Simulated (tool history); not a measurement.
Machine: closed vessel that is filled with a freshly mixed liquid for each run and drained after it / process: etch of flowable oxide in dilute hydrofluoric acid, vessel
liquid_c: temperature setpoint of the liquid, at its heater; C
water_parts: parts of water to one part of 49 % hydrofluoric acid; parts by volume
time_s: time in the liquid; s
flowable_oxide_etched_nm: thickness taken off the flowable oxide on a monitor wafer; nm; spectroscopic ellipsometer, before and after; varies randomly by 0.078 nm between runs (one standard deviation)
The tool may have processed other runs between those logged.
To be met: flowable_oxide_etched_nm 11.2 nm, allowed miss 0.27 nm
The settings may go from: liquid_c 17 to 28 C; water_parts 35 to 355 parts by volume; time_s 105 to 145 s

run  hour  liquid_c  water_parts  time_s  flowable_oxide_etched_nm
  1     0        20          195     145                    17.523
  2   4.4      19.5          210     145                    15.493
  3   7.7      19.5          255     145                    12.256
  4   8.7      19.5          255     105                    9.0179
  5  14.7      19.5          255     105                     8.902
  6  15.9      19.5          190     105                    12.788
  7  23.9        19          190     105                    12.514
  8  29.4      18.5          190     105                    12.335
  9  37.6      18.5          190     105                    12.197

Exercise: of the 5 proposed moves below, exactly one satisfies all targets within the stated allowed misses. Which move is it?
  A  45.8        17          210     115                         ?
  B  45.8        21          195     110                         ?
  C  45.8      23.5          240     120                         ?
  D  45.8      17.5          195     130                         ?
  E  45.8      22.5          240     125                         ?

move  flowable_oxide_etched_nm
   A                    11.245
   B                    13.735
   C                    12.766
   D                    14.158
   E                    12.822
A: in spec on every target
B: the biggest miss grows against the last run
C: the biggest miss grows against the last run
D: the biggest miss grows against the last run
E: the biggest miss grows against the last run
A is the move that brings every result within its allowed miss.
